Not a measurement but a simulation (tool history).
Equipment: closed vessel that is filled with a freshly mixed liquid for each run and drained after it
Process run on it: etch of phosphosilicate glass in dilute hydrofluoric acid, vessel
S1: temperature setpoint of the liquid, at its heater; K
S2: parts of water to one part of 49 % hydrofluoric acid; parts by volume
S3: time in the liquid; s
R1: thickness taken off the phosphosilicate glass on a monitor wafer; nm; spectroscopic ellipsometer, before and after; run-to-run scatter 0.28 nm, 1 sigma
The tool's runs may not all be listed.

Run 1, day 0.000: S1 293.15 K, S2 110 parts by volume, S3 85 s. Result: R1 45.477 nm.
Run 2, day 0.333: S1 291.15 K, S2 110 parts by volume, S3 85 s. Result: R1 41.887 nm.
Run 3, day 0.396: S1 291.15 K, S2 140 parts by volume, S3 85 s. Result: R1 31.964 nm.
Run 4, day 0.654: S1 294.15 K, S2 115 parts by volume, S3 85 s. Result: R1 45.078 nm.
Run 5, day 0.875: S1 294.15 K, S2 150 parts by volume, S3 85 s. Result: R1 33.259 nm.
Run 6, day 0.946: S1 294.15 K, S2 170 parts by volume, S3 85 s. Result: R1 28.685 nm.

The next listed run, before its measurement:
Run 7, day 1.233: S1 294.15 K, S2 170 parts by volume, S3 85 s. Result: R1 ?.

Run 7 produced R1 28.810 nm.
